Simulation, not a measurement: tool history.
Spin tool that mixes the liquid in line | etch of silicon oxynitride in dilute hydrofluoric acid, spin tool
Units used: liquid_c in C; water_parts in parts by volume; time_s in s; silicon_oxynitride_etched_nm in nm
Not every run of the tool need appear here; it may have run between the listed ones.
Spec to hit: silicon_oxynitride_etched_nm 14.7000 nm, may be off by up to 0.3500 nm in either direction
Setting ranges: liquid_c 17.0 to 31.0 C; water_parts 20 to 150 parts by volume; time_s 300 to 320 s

{"run": 1, "hour": 0.0, "liquid_c": 23.0, "water_parts": 85, "time_s": 300, "silicon_oxynitride_etched_nm": 7.9902}
{"run": 2, "hour": 1.4, "liquid_c": 23.0, "water_parts": 85, "time_s": 300, "silicon_oxynitride_etched_nm": 7.959}
{"run": 3, "hour": 7.9, "liquid_c": 25.0, "water_parts": 80, "time_s": 300, "silicon_oxynitride_etched_nm": 9.3468}
{"run": 4, "hour": 9.0, "liquid_c": 25.0, "water_parts": 100, "time_s": 300, "silicon_oxynitride_etched_nm": 7.4663}
{"run": 5, "hour": 16.8, "liquid_c": 26.5, "water_parts": 90, "time_s": 300, "silicon_oxynitride_etched_nm": 8.7868}
{"run": 6, "hour": 22.8, "liquid_c": 26.5, "water_parts": 105, "time_s": 300, "silicon_oxynitride_etched_nm": 7.6419}
{"run": 7, "hour": 23.4, "liquid_c": 27.5, "water_parts": 95, "time_s": 300, "silicon_oxynitride_etched_nm": 8.786}
{"run": 8, "hour": 24.7, "liquid_c": 28.5, "water_parts": 85, "time_s": 300, "silicon_oxynitride_etched_nm": 10.315}
{"run": 9, "hour": 29.2, "liquid_c": 28.5, "water_parts": 85, "time_s": 300, "silicon_oxynitride_etched_nm": 10.394}
{"run": 10, "hour": 31.9, "liquid_c": 29.0, "water_parts": 80, "time_s": 300, "silicon_oxynitride_etched_nm": 11.35}
{"run": 11, "hour": 34.7, "liquid_c": 29.5, "water_parts": 75, "time_s": 300, "silicon_oxynitride_etched_nm": 12.537}
{"run": 12, "hour": 37.9, "liquid_c": 30.0, "water_parts": 75, "time_s": 300, "silicon_oxynitride_etched_nm": 12.806}
{"run": 13, "hour": 39.3, "liquid_c": 30.5, "water_parts": 70, "time_s": 300, "silicon_oxynitride_etched_nm": 14.122}

5 next moves are on the table. One of them brings every result within its allowed miss. Which?
{"run": "A", "hour": 40.7, "liquid_c": 31.0, "water_parts": 75, "time_s": 305, "silicon_oxynitride_etched_nm": "?"}
{"run": "B", "hour": 40.7, "liquid_c": 28.5, "water_parts": 65, "time_s": 300, "silicon_oxynitride_etched_nm": "?"}
{"run": "C", "hour": 40.7, "liquid_c": 30.5, "water_parts": 65, "time_s": 305, "silicon_oxynitride_etched_nm": "?"}
{"run": "D", "hour": 40.7, "liquid_c": 24.5, "water_parts": 55, "time_s": 320, "silicon_oxynitride_etched_nm": "?"}
{"run": "E", "hour": 40.7, "liquid_c": 30.0, "water_parts": 75, "time_s": 315, "silicon_oxynitride_etched_nm": "?"}

move=A silicon_oxynitride_etched_nm=13.5260
move=B silicon_oxynitride_etched_nm=13.8280
move=C silicon_oxynitride_etched_nm=15.4200
move=D silicon_oxynitride_etched_nm=14.5480
move=E silicon_oxynitride_etched_nm=13.3490
A: further off than the last run
B: further off than the last run
C: moves the result that the last run missed by most past its target, out the other side
D: all results land within tolerance of their targets
E: further off than the last run
D is the move that brings every result within its allowed miss.

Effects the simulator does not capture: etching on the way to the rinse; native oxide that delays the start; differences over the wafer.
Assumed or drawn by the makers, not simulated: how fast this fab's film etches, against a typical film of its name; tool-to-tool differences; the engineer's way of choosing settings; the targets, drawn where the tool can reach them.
